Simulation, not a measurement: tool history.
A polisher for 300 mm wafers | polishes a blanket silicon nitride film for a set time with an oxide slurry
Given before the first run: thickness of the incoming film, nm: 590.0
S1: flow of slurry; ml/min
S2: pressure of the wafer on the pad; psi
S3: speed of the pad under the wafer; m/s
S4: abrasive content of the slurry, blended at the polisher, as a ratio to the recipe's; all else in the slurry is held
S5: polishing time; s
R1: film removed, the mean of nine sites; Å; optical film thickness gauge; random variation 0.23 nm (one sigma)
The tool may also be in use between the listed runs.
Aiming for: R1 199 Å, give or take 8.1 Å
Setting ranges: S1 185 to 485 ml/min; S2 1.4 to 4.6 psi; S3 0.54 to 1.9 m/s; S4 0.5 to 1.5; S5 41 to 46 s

run  hour   S1   S2    S3  S4  S5      R1
  1     0  310    3  1.22   1  46  312.94
  2   8.5  310  2.6   1.2   1  46  267.35
  3  13.2  310  2.3   1.2   1  46  238.03
  4    16  310  2.3  1.44   1  46  271.92
  5  21.7  310  2.3  1.44   1  46   271.9
  6  22.7  310    2  1.44   1  46  230.88
  7  24.2  310    2  1.44   1  46  238.49
  8  33.1  310  1.9  1.44   1  46  224.67
  9  36.5  310  1.8  1.44   1  46  212.73

5 candidate next runs follow, results not yet known. Just one meets every target within its allowed miss. Identify it.
  A  39.9  305  1.9  1.46     1  46   ?
  B  39.9  235    2   1.5  1.15  45   ?
  C  39.9  305    2  1.32   0.9  44   ?
  D  39.9  295  1.9  1.48  1.05  44   ?
  E  39.9  325  1.9  1.56  0.95  46   ?

move      R1
   A  226.75
   B  244.79
   C  202.65
   D     223
   E  233.03
A: misses by more than the last run did
B: misses by more than the last run did
C: meets every target
D: misses by more than the last run did
E: misses by more than the last run did
Move C is the one to make.
